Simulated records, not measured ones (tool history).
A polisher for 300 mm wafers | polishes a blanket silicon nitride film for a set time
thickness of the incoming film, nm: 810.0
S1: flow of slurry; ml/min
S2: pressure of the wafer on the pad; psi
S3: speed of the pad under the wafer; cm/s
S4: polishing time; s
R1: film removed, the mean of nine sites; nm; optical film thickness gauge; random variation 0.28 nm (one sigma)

run    day   S1   S2  S3  S4      R1
  1      0  240  3.3  82  25  29.243
  2  0.225  240    3  82  25  26.466
  3  0.446  240  2.8  82  25  24.683
  4  0.504  240  2.8  98  25  28.336
  5  0.871  240  2.8  98  23  26.267
  6      1  240  2.6  98  23  24.653

The next listed run, before its measurement:
  7  1.283  240  2.5  98  23   ?

R1: 23.127 nm
